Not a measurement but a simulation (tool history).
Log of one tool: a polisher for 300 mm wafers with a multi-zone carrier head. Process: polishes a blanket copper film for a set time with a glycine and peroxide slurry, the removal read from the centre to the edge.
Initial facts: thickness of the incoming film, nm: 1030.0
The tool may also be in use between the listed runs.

run,hour,flow of slurry (ml/min),pressure of the head's centre zone,pressure of the head's middle zone,pressure of the head's edge zone,polishing time (s),film removed at the wafer's centre (angstrom),film removed at mid-radius (angstrom),film removed at the wafer's edge (angstrom)
1,0,210,1,1,1,57,3579.3,3643.4,3828
2,6.1,205,1,0.98,0.97,51,3263.3,3197.8,3421.3
3,11.3,205,1.04,0.98,0.97,51,3381.1,3174,3431.6
4,11.8,205,1.02,0.97,0.94,46,2969.2,2826.9,3052.7
5,16.3,205,1.01,0.96,0.91,44,2775.4,2682.1,2842.6
6,22.1,205,1.01,0.96,0.91,32,2025.3,1928.9,2052.5
# hour 25.6: slurry nozzle cleaned
7,25.6,205,1.02,0.97,0.94,34,2348.9,2328.8,2367.9
8,26.9,205,1.02,0.96,0.96,34,2367.4,2237.2,2341.5

For run 9, what comes out?
9,35.1,200,1.01,0.96,0.98,35,?,?,?

Run 9 measured film removed at the wafer's centre (angstrom) 2359.1, film removed at mid-radius (angstrom) 2332.2, film removed at the wafer's edge (angstrom) 2435.2.
